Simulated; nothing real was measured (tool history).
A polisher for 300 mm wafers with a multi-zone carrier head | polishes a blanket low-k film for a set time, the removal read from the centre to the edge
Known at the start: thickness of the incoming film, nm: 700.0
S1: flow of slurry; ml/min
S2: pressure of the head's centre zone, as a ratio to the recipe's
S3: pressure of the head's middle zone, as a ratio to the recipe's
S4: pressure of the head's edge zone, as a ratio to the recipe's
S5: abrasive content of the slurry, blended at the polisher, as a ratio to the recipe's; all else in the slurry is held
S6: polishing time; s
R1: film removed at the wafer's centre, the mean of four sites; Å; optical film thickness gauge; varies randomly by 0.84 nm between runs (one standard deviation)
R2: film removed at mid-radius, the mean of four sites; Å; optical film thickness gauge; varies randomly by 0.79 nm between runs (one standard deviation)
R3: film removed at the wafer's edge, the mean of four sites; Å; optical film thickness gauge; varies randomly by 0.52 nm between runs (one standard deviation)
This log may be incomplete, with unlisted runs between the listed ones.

run  hour   S1    S2    S3    S4    S5  S6      R1      R2      R3
  1     0  195     1     1     1     1  72  421.78  421.09  412.58
  2   1.1  200  1.01  1.02  1.02  1.05  73  435.49  440.69  437.29
  3   6.5  205  1.02  1.04  1.02   1.1  74  456.24  467.01  441.93
  4  14.5  210  1.03  1.05  1.03  1.15  76  469.98  494.73  464.95
  5  16.8  210  0.99  1.05  1.03  1.15  76  458.55  489.66  475.14
  6  18.2  180  0.99  1.05  1.03  1.15  76  453.33  480.71  458.71
  7  23.4  190  1.01  1.06  1.04   1.2  78  492.98  510.15  486.43

Predict the results of run 8:
  8  24.9  235  1.06  1.16  1.14  1.45  86   ?   ?   ?

{"run 8": {"R1": 614.1, "R2": 664.92, "R3": 606.82}}
